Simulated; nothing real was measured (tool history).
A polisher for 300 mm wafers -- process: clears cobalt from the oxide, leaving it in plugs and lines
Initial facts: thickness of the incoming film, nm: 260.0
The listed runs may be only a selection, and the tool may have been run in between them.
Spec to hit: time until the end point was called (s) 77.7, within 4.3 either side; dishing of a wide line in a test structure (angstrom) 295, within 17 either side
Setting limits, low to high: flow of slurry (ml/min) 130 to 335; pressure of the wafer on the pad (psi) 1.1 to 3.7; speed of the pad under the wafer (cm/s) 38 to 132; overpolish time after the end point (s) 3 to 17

run,hour,flow of slurry (ml/min),pressure of the wafer on the pad (psi),speed of the pad under the wafer (cm/s),overpolish time after the end point (s),time until the end point was called (s),dishing of a wide line in a test structure (angstrom)
1,0,215,2.4,84,9,56.278,285.97
2,8.1,215,2.4,76,9,62.738,269.44
3,12,215,2.3,76,10,63.887,285.38
4,12.8,215,2.3,84,10,56.712,296.42
5,20.6,215,2.2,82,11,61.671,305.51
6,26.7,265,2.2,82,11,62.443,317.45
7,30.4,265,2.1,82,11,62.367,304.97
8,34.3,265,2,82,11,63.87,308.41
9,42.7,265,1.9,82,11,66.511,294.82
10,49.5,265,1.8,82,11,69.548,278.66

Exactly one of the 5 candidate moves below puts every result within its allowed miss. Which one?
A,56.3,280,1.9,76,14,?,?
B,56.3,270,2.4,80,8,?,?
C,56.3,255,1.9,70,13,?,?
D,56.3,290,1.7,104,9,?,?
E,56.3,275,2,68,11,?,?

move,time until the end point was called (s),dishing of a wide line in a test structure (angstrom)
A,74.361,325.14
B,58.898,258.58
C,81.309,291.25
D,59.543,279.46
E,79.659,262.15
A: brings the result that was furthest off to its target, and leaves another outside
B: misses by more than the last run did
C: meets every target
D: misses by more than the last run did
E: brings the result that was furthest off to its target, and leaves another outside
Correct choice: C, which meets every target

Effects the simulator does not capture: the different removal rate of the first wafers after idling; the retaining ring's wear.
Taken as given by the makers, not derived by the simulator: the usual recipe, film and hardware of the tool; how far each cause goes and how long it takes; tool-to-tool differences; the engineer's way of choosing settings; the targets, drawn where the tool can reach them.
